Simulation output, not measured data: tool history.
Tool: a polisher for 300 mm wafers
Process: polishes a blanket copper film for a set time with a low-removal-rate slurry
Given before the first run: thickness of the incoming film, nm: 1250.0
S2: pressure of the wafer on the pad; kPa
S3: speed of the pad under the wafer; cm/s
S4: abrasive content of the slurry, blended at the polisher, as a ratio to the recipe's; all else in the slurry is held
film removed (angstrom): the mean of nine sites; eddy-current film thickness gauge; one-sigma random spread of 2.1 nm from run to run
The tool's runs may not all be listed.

run 1 hour=0 | flow_of_slurry_(ml/min)=185 S2=20 S3=138 S4=1 polishing_time_(s)=49 | film_removed_(angstrom)=1543
run 2 hour=6.8 | flow_of_slurry_(ml/min)=185 S2=20 S3=160 S4=1 polishing_time_(s)=49 | film_removed_(angstrom)=1766.6
run 3 hour=14.8 | flow_of_slurry_(ml/min)=190 S2=21.4 S3=160 S4=1 polishing_time_(s)=49 | film_removed_(angstrom)=1916.7
run 4 hour=19.1 | flow_of_slurry_(ml/min)=195 S2=22.8 S3=160 S4=1 polishing_time_(s)=49 | film_removed_(angstrom)=2053
run 5 hour=21.3 | flow_of_slurry_(ml/min)=195 S2=22.8 S3=160 S4=1.1 polishing_time_(s)=49 | film_removed_(angstrom)=2068.9
run 6 hour=28 | flow_of_slurry_(ml/min)=195 S2=22.8 S3=160 S4=1.1 polishing_time_(s)=43 | film_removed_(angstrom)=1828
run 7 hour=35.5 | flow_of_slurry_(ml/min)=220 S2=28.3 S3=162 S4=1.1 polishing_time_(s)=43 | film_removed_(angstrom)=2319.3
run 8 hour=36.7 | flow_of_slurry_(ml/min)=220 S2=28.3 S3=162 S4=1.1 polishing_time_(s)=43 | film_removed_(angstrom)=2350.3
run 9 hour=40.7 | flow_of_slurry_(ml/min)=220 S2=28.3 S3=162 S4=1.1 polishing_time_(s)=43 | film_removed_(angstrom)=2344.8

Estimate the outcome of run 10 from the log above:
run 10 hour=42.6 | flow_of_slurry_(ml/min)=220 S2=29 S3=162 S4=1.1 polishing_time_(s)=43 | film_removed_(angstrom)=?

film removed (angstrom): 2383.1

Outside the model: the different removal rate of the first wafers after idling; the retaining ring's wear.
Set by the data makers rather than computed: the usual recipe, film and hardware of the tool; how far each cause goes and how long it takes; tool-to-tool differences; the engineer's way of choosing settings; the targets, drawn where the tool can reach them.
